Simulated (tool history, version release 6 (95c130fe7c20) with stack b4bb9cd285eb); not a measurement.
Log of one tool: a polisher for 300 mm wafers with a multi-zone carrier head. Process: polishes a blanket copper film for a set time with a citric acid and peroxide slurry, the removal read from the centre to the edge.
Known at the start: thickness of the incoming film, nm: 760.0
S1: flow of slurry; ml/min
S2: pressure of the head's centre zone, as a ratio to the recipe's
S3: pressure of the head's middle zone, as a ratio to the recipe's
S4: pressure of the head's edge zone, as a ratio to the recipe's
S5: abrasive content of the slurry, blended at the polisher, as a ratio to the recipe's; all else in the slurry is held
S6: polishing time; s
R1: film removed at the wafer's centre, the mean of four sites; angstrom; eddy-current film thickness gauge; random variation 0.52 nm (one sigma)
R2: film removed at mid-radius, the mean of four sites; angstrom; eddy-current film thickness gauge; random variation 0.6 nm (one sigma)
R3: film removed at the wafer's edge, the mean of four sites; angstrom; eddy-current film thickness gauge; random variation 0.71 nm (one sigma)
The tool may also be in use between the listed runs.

run 1 hour=0 | S1=245 S2=1 S3=1 S4=1 S5=1 S6=55 | R1=872.91 R2=866.07 R3=873
run 2 hour=7.4 | S1=240 S2=0.99 S3=0.96 S4=0.99 S5=0.9 S6=51 | R1=769.03 R2=752.88 R3=777.85
run 3 hour=8.3 | S1=240 S2=0.99 S3=0.9 S4=0.99 S5=0.9 S6=51 | R1=789.62 R2=719.79 R3=787.45
run 4 hour=11.6 | S1=235 S2=0.98 S3=0.88 S4=0.99 S5=0.8 S6=48 | R1=698.99 R2=658.3 R3=729.58
run 5 hour=12.4 | S1=235 S2=0.98 S3=0.88 S4=0.99 S5=0.9 S6=48 | R1=714.84 R2=676.95 R3=740.88
run 6 hour=14.9 | S1=235 S2=0.98 S3=0.88 S4=0.99 S5=1 S6=48 | R1=738.66 R2=694.7 R3=765.39

The next listed run, before its measurement:
run 7 hour=20.1 | S1=235 S2=0.99 S3=0.86 S4=0.99 S5=0.9 S6=45 | R1=? R2=? R3=?

Run 7 gave R1 688.76 angstrom, R2 629.79 angstrom, R3 702.83 angstrom.

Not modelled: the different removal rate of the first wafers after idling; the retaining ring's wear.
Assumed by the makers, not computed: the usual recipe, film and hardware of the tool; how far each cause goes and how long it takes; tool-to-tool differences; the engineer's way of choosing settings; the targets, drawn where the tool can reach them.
